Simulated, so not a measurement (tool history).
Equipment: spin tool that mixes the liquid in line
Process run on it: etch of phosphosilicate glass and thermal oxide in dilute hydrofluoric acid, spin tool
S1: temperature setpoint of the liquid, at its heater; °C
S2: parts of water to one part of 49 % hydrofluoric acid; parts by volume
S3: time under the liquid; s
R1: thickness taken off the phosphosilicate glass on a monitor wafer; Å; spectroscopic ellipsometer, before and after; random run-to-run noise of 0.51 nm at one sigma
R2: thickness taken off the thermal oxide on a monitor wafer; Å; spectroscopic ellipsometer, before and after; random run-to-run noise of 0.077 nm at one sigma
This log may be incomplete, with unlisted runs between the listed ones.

run  hour    S1   S2  S3       R1       R2
  1   0.0  25.0  120  30   452.82  12.9720
  2   8.5  22.5  120  30   411.38  11.8060
  3  12.6  24.5  110  30   491.06  14.5070
  4  13.3  24.5  110  20   325.50   9.5640
  5  19.7  24.5  110  30   492.12  14.3390
  6  27.3  24.5  110  20   326.11   9.7824
  7  31.0  26.0   95  20   405.80  11.6140
  8  34.6  30.0   45  20  1074.90  31.6080
  9  38.5  29.5   45  20  1056.00  31.1040
 10  39.3  29.5   45  20  1051.10  29.4690
 11  45.9  29.0   45  20  1045.20  29.2330

Estimate the outcome of run 12 from the log above:
 12  50.4  28.5  45  20   ?   ?

R1: 1021.30 Å
R2: 30.3430 Å
